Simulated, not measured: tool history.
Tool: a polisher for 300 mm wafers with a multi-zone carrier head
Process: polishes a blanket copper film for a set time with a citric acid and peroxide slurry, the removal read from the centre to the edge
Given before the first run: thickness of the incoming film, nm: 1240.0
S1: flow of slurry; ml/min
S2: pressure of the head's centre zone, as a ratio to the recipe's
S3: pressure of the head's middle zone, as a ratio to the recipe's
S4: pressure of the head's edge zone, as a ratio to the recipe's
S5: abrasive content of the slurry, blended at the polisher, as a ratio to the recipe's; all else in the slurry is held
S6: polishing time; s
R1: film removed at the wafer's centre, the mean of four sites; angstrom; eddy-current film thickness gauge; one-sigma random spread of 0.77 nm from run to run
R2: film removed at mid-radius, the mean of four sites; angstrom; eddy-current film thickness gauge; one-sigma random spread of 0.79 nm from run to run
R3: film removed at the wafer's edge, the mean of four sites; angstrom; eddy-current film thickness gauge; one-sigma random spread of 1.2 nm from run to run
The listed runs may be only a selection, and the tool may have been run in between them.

run	day	S1	S2	S3	S4	S5	S6	R1	R2	R3
1	0.000	295	1.00	1.00	1.00	1.00	54	1042.2	945.57	967.89
2	0.171	295	1.00	1.00	1.00	1.10	54	1029.5	962.48	958.21
3	0.246	295	0.97	0.98	1.06	1.10	58	1096.4	1025.30	1049.40
4	0.279	270	0.92	0.93	1.10	1.15	62	1091.1	1079.70	1155.30
5	0.608	270	0.92	0.93	1.07	1.15	62	1086.0	1061.90	1158.70
6	0.933	270	0.98	0.93	1.07	1.15	62	1159.4	1061.50	1148.90
7	1.096	255	0.96	0.90	1.08	1.25	64	1188.6	1072.40	1182.20

Run 8 has not been measured yet. What should we expect?
8	1.438	255	0.96	0.90	1.08	1.25	64	?	?	?

Run 8 produced R1 1185.7 angstrom, R2 1093.10 angstrom, R3 1194.10 angstrom.
